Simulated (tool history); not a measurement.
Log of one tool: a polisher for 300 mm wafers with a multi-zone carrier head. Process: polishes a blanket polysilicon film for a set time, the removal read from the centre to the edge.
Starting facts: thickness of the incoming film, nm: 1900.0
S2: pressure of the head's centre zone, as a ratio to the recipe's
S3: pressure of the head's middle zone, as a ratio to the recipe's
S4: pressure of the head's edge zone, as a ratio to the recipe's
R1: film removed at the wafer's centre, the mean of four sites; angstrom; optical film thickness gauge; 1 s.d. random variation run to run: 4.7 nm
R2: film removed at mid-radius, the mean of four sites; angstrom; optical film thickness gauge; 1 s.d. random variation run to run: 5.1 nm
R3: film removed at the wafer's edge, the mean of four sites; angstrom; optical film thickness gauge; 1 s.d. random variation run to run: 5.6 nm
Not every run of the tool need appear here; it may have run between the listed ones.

Run 1, hour 0: flow of slurry (ml/min) 255, S2 1, S3 1, S4 1, polishing time (s) 72. Result: R1 4241.9 angstrom, R2 4119.9 angstrom, R3 4212.7 angstrom.
Run 2, hour 7: flow of slurry (ml/min) 195, S2 1, S3 1, S4 1, polishing time (s) 72. Result: R1 3996.3 angstrom, R2 3998.8 angstrom, R3 3964.7 angstrom.
Run 3, hour 11.7: flow of slurry (ml/min) 220, S2 1.03, S3 1.02, S4 1.01, polishing time (s) 74. Result: R1 4353.8 angstrom, R2 4247.1 angstrom, R3 4226.3 angstrom.
Run 4, hour 20.2: flow of slurry (ml/min) 245, S2 1.06, S3 1.04, S4 1.01, polishing time (s) 76. Result: R1 4694.9 angstrom, R2 4490.5 angstrom, R3 4485.9 angstrom.
Run 5, hour 24: flow of slurry (ml/min) 265, S2 1.08, S3 1.05, S4 0.99, polishing time (s) 78. Result: R1 4982 angstrom, R2 4739.9 angstrom, R3 4524.2 angstrom.
At hour 32: worn pad replaced by a new one.
Run 6, hour 32: flow of slurry (ml/min) 265, S2 1.08, S3 1.14, S4 0.99, polishing time (s) 78. Result: R1 5290.8 angstrom, R2 5288.2 angstrom, R3 4799.1 angstrom.
Run 7, hour 40.5: flow of slurry (ml/min) 285, S2 1.1, S3 1.13, S4 1, polishing time (s) 80. Result: R1 5550.7 angstrom, R2 5391 angstrom, R3 4975.6 angstrom.

For run 8, what comes out?
Run 8, hour 41.1: flow of slurry (ml/min) 285, S2 1.1, S3 1.13, S4 1, polishing time (s) 80. Result: R1 ?, R2 ?, R3 ?.

Run 8 yielded R1 5566 angstrom, R2 5376.3 angstrom, R3 4924.4 angstrom.
